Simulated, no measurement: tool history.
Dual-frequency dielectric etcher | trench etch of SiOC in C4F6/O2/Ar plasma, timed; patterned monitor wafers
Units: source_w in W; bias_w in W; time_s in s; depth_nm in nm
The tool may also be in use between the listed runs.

{"run": 1, "hour": 0.0, "source_w": 400, "bias_w": 206, "time_s": 10.0, "depth_nm": 24.074}
{"run": 2, "hour": 5.0, "source_w": 340, "bias_w": 206, "time_s": 10.0, "depth_nm": 22.255}
{"run": 3, "hour": 14.0, "source_w": 380, "bias_w": 206, "time_s": 10.0, "depth_nm": 23.233}
{"run": 4, "hour": 21.2, "source_w": 450, "bias_w": 206, "time_s": 10.0, "depth_nm": 25.428}
{"run": 5, "hour": 26.2, "source_w": 400, "bias_w": 200, "time_s": 10.0, "depth_nm": 23.975}
{"run": 6, "hour": 33.6, "source_w": 360, "bias_w": 195, "time_s": 10.0, "depth_nm": 22.878}

Run 7 comes next. What will it give?
{"run": 7, "hour": 35.5, "source_w": 280, "bias_w": 167, "time_s": 10.0, "depth_nm": "?"}

Run 7 gave depth_nm 19.403 nm.
